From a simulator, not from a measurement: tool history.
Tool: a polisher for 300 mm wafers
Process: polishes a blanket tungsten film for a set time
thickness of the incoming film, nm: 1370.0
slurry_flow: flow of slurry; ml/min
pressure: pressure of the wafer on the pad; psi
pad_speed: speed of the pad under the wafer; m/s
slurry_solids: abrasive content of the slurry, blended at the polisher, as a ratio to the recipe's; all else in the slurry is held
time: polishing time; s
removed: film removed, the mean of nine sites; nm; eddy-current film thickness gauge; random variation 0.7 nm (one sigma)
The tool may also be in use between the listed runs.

Run 1, hour 0: slurry_flow 305 ml/min, pressure 3.3 psi, pad_speed 1.08 m/s, slurry_solids 1, time 41 s. Result: removed 151.95 nm.
Run 2, hour 0.9: slurry_flow 305 ml/min, pressure 3.6 psi, pad_speed 1.08 m/s, slurry_solids 1, time 41 s. Result: removed 163.66 nm.
Run 3, hour 3.7: slurry_flow 255 ml/min, pressure 3.6 psi, pad_speed 1.08 m/s, slurry_solids 1, time 41 s. Result: removed 163.01 nm.
Run 4, hour 5.7: slurry_flow 255 ml/min, pressure 3.6 psi, pad_speed 1.08 m/s, slurry_solids 1, time 37 s. Result: removed 145.51 nm.
Run 5, hour 6.6: slurry_flow 245 ml/min, pressure 3 psi, pad_speed 1.04 m/s, slurry_solids 1, time 37 s. Result: removed 118.82 nm.
Run 6, hour 8.8: slurry_flow 240 ml/min, pressure 2.6 psi, pad_speed 1.02 m/s, slurry_solids 1, time 37 s. Result: removed 101.15 nm.
Run 7, hour 17: slurry_flow 235 ml/min, pressure 2.3 psi, pad_speed 1.02 m/s, slurry_solids 1, time 37 s. Result: removed 89.278 nm.

The next listed run, before its measurement:
Run 8, hour 20.5: slurry_flow 230 ml/min, pressure 2.1 psi, pad_speed 1.02 m/s, slurry_solids 1, time 37 s. Result: removed ?.

removed: 82.104 nm
